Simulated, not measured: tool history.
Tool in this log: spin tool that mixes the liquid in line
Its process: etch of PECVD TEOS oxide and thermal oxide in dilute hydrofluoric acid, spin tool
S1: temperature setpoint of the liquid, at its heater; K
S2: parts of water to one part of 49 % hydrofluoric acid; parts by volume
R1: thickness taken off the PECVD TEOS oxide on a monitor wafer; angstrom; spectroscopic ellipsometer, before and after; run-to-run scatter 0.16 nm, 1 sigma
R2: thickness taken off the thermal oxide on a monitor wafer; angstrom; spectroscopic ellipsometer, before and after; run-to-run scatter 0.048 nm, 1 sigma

run 1 hour=0.0 | S1=293.15 S2=60 time_under_the_liquid_(s)=40 | R1=154.600 R2=30.884
run 2 hour=8.2 | S1=294.15 S2=60 time_under_the_liquid_(s)=40 | R1=160.750 R2=32.170
run 3 hour=12.6 | S1=294.15 S2=60 time_under_the_liquid_(s)=30 | R1=120.090 R2=24.059
run 4 hour=21.0 | S1=291.65 S2=60 time_under_the_liquid_(s)=30 | R1=108.200 R2=21.588
run 5 hour=28.0 | S1=290.15 S2=60 time_under_the_liquid_(s)=30 | R1=100.950 R2=20.332
run 6 hour=33.6 | S1=290.15 S2=60 time_under_the_liquid_(s)=15 | R1=51.031 R2=10.297
run 7 hour=40.1 | S1=294.15 S2=35 time_under_the_liquid_(s)=30 | R1=213.740 R2=42.889
run 8 hour=44.1 | S1=294.65 S2=35 time_under_the_liquid_(s)=30 | R1=218.030 R2=43.469
run 9 hour=46.2 | S1=295.15 S2=35 time_under_the_liquid_(s)=30 | R1=223.070 R2=44.553
run 10 hour=54.8 | S1=295.65 S2=35 time_under_the_liquid_(s)=30 | R1=224.630 R2=46.173
run 11 hour=56.3 | S1=296.15 S2=35 time_under_the_liquid_(s)=30 | R1=231.050 R2=46.293
run 12 hour=57.3 | S1=296.65 S2=35 time_under_the_liquid_(s)=30 | R1=238.700 R2=46.818

Forecast run 13:
run 13 hour=59.3 | S1=297.15 S2=35 time_under_the_liquid_(s)=30 | R1=? R2=?

Run 13 produced R1 239.790 angstrom, R2 48.131 angstrom.

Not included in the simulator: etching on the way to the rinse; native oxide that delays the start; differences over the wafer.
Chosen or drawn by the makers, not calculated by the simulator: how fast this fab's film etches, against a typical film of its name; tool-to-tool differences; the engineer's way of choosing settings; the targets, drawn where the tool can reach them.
